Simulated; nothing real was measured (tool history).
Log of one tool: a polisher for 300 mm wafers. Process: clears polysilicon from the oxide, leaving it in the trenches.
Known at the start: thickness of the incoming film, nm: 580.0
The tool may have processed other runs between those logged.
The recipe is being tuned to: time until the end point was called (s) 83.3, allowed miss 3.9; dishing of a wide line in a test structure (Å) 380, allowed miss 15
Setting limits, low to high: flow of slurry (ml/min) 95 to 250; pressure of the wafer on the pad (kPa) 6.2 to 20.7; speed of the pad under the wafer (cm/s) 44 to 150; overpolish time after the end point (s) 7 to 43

run,hour,flow of slurry (ml/min),pressure of the wafer on the pad (kPa),speed of the pad under the wafer (cm/s),overpolish time after the end point (s),time until the end point was called (s),dishing of a wide line in a test structure (Å)
1,0,160,13.1,96,22,46.445,376.06
2,3,160,12.4,96,23,50.105,385.78
3,9.4,160,12.4,76,23,61.191,377.49
4,14.4,160,12.4,92,23,50.308,369.79
5,21.9,160,12.4,106,23,45.384,390.79
6,25.6,160,11.7,104,22,47.553,382.51
7,27.5,160,11,102,22,53.122,381.55
8,30.7,160,11,102,22,52.53,369.18
9,32.2,155,10.3,100,25,56.403,378.05
10,37.7,155,6.2,92,22,102.37,355.43
11,40.9,155,6.2,92,24,101.43,355.68

Which single option among these 4 for the next run brings every result within its allowed miss of target? Just one does.
A,44.1,105,11,66,37,?,?
B,44.1,105,14.5,54,34,?,?
C,44.1,100,9.7,92,39,?,?
D,44.1,110,6.2,70,38,?,?

move,time until the end point was called (s),dishing of a wide line in a test structure (Å)
A,85.096,385.48
B,76.587,385.64
C,74.561,386.45
D,138.55,375.6
A: each result inside its tolerance
B: the result that was furthest off in the last run now lies on the other side of its target
C: the result that was furthest off in the last run now lies on the other side of its target
D: further off than the last run
Answer: A
